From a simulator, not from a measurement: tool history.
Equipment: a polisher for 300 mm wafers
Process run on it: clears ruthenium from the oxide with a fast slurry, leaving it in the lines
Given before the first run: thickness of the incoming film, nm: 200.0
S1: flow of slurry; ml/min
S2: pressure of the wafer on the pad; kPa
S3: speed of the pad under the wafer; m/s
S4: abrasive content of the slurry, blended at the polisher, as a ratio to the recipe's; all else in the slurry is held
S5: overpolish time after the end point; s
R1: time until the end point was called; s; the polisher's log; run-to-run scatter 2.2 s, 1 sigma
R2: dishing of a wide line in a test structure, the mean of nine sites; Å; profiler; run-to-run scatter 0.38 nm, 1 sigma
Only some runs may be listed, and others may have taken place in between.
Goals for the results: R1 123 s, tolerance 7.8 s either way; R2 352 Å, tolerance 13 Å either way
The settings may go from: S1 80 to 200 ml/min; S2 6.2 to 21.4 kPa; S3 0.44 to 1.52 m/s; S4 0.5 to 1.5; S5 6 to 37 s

{"run": 1, "hour": 0.0, "S1": 130, "S2": 13.8, "S3": 0.98, "S4": 1, "S5": 19, "R1": 77.561, "R2": 370.84}
{"run": 2, "hour": 2.4, "S1": 130, "S2": 13.8, "S3": 0.78, "S4": 1, "S5": 19, "R1": 92.22, "R2": 321.34}
{"run": 3, "hour": 10.2, "S1": 130, "S2": 11.7, "S3": 0.78, "S4": 1, "S5": 19, "R1": 105.72, "R2": 278.65}
{"run": 4, "hour": 16.4, "S1": 125, "S2": 11.7, "S3": 0.76, "S4": 1, "S5": 21, "R1": 111.56, "R2": 299.75}
{"run": 5, "hour": 25.3, "S1": 105, "S2": 11.7, "S3": 0.76, "S4": 1, "S5": 21, "R1": 113.1, "R2": 293.22}
{"run": 6, "hour": 28.2, "S1": 105, "S2": 11.7, "S3": 0.76, "S4": 1, "S5": 22, "R1": 111.09, "R2": 299.91}
{"run": 7, "hour": 35.2, "S1": 110, "S2": 11.7, "S3": 0.76, "S4": 1, "S5": 23, "R1": 111.96, "R2": 320.43}
{"run": 8, "hour": 37.5, "S1": 110, "S2": 11.7, "S3": 0.76, "S4": 1, "S5": 24, "R1": 111.06, "R2": 326.38}
{"run": 9, "hour": 43.4, "S1": 110, "S2": 11.7, "S3": 0.76, "S4": 1, "S5": 25, "R1": 114.68, "R2": 340.7}
{"run": 10, "hour": 48.4, "S1": 110, "S2": 11.7, "S3": 0.76, "S4": 1, "S5": 26, "R1": 111.25, "R2": 355.89}

Pick the move, out of 5, that brings all results within their allowed miss; only one does.
{"run": "A", "hour": 53.4, "S1": 85, "S2": 15.2, "S3": 0.86, "S4": 0.65, "S5": 28, "R1": "?", "R2": "?"}
{"run": "B", "hour": 53.4, "S1": 100, "S2": 12.4, "S3": 0.8, "S4": 0.95, "S5": 25, "R1": "?", "R2": "?"}
{"run": "C", "hour": 53.4, "S1": 120, "S2": 11, "S3": 0.6, "S4": 1, "S5": 31, "R1": "?", "R2": "?"}
{"run": "D", "hour": 53.4, "S1": 95, "S2": 10.3, "S3": 0.84, "S4": 1.25, "S5": 24, "R1": "?", "R2": "?"}
{"run": "E", "hour": 53.4, "S1": 130, "S2": 11, "S3": 0.88, "S4": 1.05, "S5": 24, "R1": "?", "R2": "?"}

move=A R1=124.15 R2=349.25
move=B R1=108.31 R2=356.66
move=C R1=139.03 R2=345.64
move=D R1=103.6 R2=357.83
move=E R1=97.355 R2=378.5
A: all results in spec
B: the biggest miss grows against the last run
C: takes the biggest miss from the last run beyond its target
D: the biggest miss grows against the last run
E: the biggest miss grows against the last run
Go with A: it meets all targets.

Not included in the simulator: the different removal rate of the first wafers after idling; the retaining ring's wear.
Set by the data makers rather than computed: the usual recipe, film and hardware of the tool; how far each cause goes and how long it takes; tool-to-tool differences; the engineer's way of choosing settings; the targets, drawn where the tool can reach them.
